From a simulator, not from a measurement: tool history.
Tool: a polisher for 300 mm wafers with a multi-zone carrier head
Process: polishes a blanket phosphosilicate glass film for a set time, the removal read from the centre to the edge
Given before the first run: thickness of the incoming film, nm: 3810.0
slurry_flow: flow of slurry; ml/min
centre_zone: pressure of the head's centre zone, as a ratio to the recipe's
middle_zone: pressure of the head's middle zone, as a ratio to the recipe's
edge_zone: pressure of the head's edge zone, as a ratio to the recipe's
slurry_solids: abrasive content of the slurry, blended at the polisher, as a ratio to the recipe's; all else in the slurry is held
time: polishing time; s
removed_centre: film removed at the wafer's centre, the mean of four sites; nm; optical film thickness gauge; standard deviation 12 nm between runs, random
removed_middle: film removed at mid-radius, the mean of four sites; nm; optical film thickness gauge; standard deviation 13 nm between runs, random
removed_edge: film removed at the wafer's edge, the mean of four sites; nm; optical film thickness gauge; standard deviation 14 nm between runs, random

run	hour	slurry_flow	centre_zone	middle_zone	edge_zone	slurry_solids	time	removed_centre	removed_middle	removed_edge
1	0.0	160	1.00	1.00	1.00	1.00	73	841.86	825.35	860.93
2	7.7	160	1.00	1.00	1.00	1.20	73	937.36	916.13	927.47
3	14.1	160	1.04	1.00	1.00	1.20	73	981.89	914.53	924.72
4	20.7	165	1.05	1.03	1.01	1.25	73	1022.90	984.66	972.26
5	29.2	165	1.05	1.03	0.97	1.25	73	1013.40	966.03	936.25
6	37.6	165	1.05	1.03	0.97	1.25	63	879.26	835.73	817.93
# hour 43.8: worn pad replaced by a new one
7	43.8	210	1.10	1.13	1.02	1.50	72	1290.30	1261.70	1126.40

For run 8, what comes out?
8	51.9	205	1.10	1.13	1.01	1.50	72	?	?	?

Logged for run 8: removed_centre 1278.20 nm, removed_middle 1263.80 nm, removed_edge 1167.20 nm.
